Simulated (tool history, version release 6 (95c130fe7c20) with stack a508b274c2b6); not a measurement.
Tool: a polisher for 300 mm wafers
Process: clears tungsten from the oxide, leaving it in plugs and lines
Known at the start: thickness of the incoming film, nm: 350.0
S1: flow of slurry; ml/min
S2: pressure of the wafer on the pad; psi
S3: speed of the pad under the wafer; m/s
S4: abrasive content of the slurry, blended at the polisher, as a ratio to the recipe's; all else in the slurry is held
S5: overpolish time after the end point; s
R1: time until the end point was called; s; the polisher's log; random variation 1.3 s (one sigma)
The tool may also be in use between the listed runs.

| run | hour | S1 | S2 | S3 | S4 | S5 | R1 |
|---|---|---|---|---|---|---|---|
| 1 | 0.0 | 210 | 4.9 | 1.12 | 1.00 | 20 | 59.302 |
| 2 | 6.0 | 210 | 4.9 | 1.12 | 1.15 | 20 | 57.364 |
| 3 | 12.6 | 210 | 4.9 | 1.28 | 1.15 | 20 | 51.124 |
| 4 | 13.9 | 185 | 4.9 | 1.28 | 1.15 | 20 | 51.020 |
| 5 | 20.6 | 155 | 4.9 | 1.28 | 1.15 | 20 | 53.278 |
| 6 | 27.3 | 150 | 4.4 | 1.20 | 1.15 | 20 | 62.745 |
| 7 | 34.3 | 150 | 4.0 | 1.12 | 1.15 | 20 | 72.299 |
| 8 | 41.3 | 140 | 2.6 | 0.80 | 1.10 | 20 | 153.920 |

Run 9 comes next. What will it give?
| 9 | 42.9 | 145 | 2.6 | 0.80 | 1.10 | 20 | ? |

R1: 151.550 s

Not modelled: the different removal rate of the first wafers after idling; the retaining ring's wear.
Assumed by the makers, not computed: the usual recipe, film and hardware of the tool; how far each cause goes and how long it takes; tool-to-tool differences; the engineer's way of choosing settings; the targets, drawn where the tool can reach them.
